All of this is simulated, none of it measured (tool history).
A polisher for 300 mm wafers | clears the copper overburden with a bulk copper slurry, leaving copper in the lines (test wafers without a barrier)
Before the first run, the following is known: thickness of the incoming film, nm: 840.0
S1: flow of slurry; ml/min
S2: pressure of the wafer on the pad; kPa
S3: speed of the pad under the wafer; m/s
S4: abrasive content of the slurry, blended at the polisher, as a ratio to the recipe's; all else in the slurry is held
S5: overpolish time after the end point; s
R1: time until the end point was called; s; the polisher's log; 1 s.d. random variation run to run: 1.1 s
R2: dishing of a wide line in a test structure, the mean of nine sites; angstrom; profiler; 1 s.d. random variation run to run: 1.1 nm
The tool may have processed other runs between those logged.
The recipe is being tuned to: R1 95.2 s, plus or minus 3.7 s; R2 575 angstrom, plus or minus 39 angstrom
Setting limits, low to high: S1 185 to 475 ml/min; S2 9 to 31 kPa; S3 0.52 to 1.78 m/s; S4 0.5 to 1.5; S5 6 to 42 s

run,hour,S1,S2,S3,S4,S5,R1,R2
1,0,305,20,1.14,1,21,74.407,570.85
2,2.3,305,20,1.14,1,12,73.879,518.92
3,4,305,17.9,1.14,1,12,82.72,475.4
4,9.3,305,17.9,1.12,1,16,83.46,539.81
5,12.6,305,17.9,1.3,1,16,72.075,554.51
6,20.1,305,17.2,1.3,1,17,74.565,550.58
7,21.5,305,16.5,1.3,1,18,78.025,537.39
8,26.1,305,15.9,1.3,1,20,81.831,558.76
9,34,305,15.2,1.3,1,21,86.199,538.7
# hour 34.7: head pressure recalibrated
10,34.7,305,15.2,1.3,1,23,79.738,555.6
11,43.3,290,9.7,1.24,1,33,127.36,530
12,52.3,290,10.3,1.24,1,33,119.06,528.6
13,56.7,290,11,1.24,1,34,110.4,530.79
14,61.7,305,11,1.24,1,35,109.92,553.32
15,64.7,315,11,1.24,1,34,111.27,544.86
16,72.7,320,11.7,1.24,1,34,105.47,567.61
17,79.8,320,13.8,1.26,1,30,88.773,565.69
18,85.2,310,13.8,1.26,1,31,89.822,587.83
19,87.5,305,13.8,1.26,1,31,89.731,589.31
20,96.2,300,13.8,1.26,1,31,87.413,567.84
21,101.2,305,13.8,1.26,1,31,87.817,563.99
22,109.1,310,13.8,1.26,1,31,89.381,599.8
23,115.2,305,13.8,1.26,1,31,87.751,567.13
24,116.6,310,13.8,1.26,1,31,88.704,583.64

Exercise: of the 4 proposed moves below, exactly one satisfies all targets within the stated allowed misses. Which move is it?
A,118,215,11.7,1.36,0.9,17,?,?
B,118,300,15.2,1,0.9,18,?,?
C,118,240,13.1,1.28,0.9,38,?,?
D,118,325,15.2,1.16,1,29,?,?

move,R1,R2
A,101.9,485.92
B,102.6,509.05
C,95.695,568.95
D,86.675,575.81
A: takes the result that was furthest off past its target
B: takes the result that was furthest off past its target
C: every result lands within tolerance
D: the biggest miss grows against the last run
The right move is C.
